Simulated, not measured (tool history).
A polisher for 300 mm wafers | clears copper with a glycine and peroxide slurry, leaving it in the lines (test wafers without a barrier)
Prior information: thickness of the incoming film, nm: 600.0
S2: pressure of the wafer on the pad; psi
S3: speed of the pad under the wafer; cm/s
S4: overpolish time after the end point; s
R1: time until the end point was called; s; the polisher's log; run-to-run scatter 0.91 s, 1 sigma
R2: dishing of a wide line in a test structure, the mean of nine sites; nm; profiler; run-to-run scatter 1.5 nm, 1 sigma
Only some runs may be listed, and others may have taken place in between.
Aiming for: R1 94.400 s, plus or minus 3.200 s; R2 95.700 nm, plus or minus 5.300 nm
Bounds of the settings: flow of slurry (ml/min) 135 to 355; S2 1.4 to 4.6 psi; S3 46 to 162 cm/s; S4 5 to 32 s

{"run": 1, "hour": 0.0, "flow of slurry (ml/min)": 225, "S2": 3.0, "S3": 104, "S4": 16, "R1": 94.887, "R2": 70.72}
{"run": 2, "hour": 2.9, "flow of slurry (ml/min)": 225, "S2": 3.0, "S3": 104, "S4": 17, "R1": 93.619, "R2": 74.932}
{"run": 3, "hour": 7.3, "flow of slurry (ml/min)": 225, "S2": 2.5, "S3": 104, "S4": 17, "R1": 109.08, "R2": 63.552}
{"run": 4, "hour": 15.1, "flow of slurry (ml/min)": 225, "S2": 2.6, "S3": 104, "S4": 18, "R1": 104.67, "R2": 69.038}
{"run": 5, "hour": 22.3, "flow of slurry (ml/min)": 225, "S2": 2.7, "S3": 104, "S4": 19, "R1": 104.18, "R2": 72.662}
{"run": 6, "hour": 30.6, "flow of slurry (ml/min)": 225, "S2": 2.8, "S3": 104, "S4": 20, "R1": 100.65, "R2": 78.195}
{"run": 7, "hour": 31.9, "flow of slurry (ml/min)": 225, "S2": 2.8, "S3": 104, "S4": 21, "R1": 98.864, "R2": 82.954}
{"run": 8, "hour": 33.6, "flow of slurry (ml/min)": 230, "S2": 2.9, "S3": 104, "S4": 22, "R1": 97.701, "R2": 88.181}

Which one of the following 4 next-run settings gets every result inside its allowed miss? There is exactly one.
{"run": "A", "hour": 35.3, "flow of slurry (ml/min)": 205, "S2": 2.8, "S3": 106, "S4": 20, "R1": "?", "R2": "?"}
{"run": "B", "hour": 35.3, "flow of slurry (ml/min)": 205, "S2": 2.9, "S3": 110, "S4": 24, "R1": "?", "R2": "?"}
{"run": "C", "hour": 35.3, "flow of slurry (ml/min)": 205, "S2": 3.7, "S3": 72, "S4": 27, "R1": "?", "R2": "?"}
{"run": "D", "hour": 35.3, "flow of slurry (ml/min)": 220, "S2": 2.8, "S3": 94, "S4": 30, "R1": "?", "R2": "?"}

move=A R1=99.584 R2=78.287
move=B R1=94.218 R2=93.598
move=C R1=102.370 R2=98.913
move=D R1=107.050 R2=100.460
A: misses by more than the last run did
B: in spec on every target
C: corrects the largest miss of the last run, while another result sits out of spec
D: corrects the largest miss of the last run, while another result sits out of spec
The right move is B.
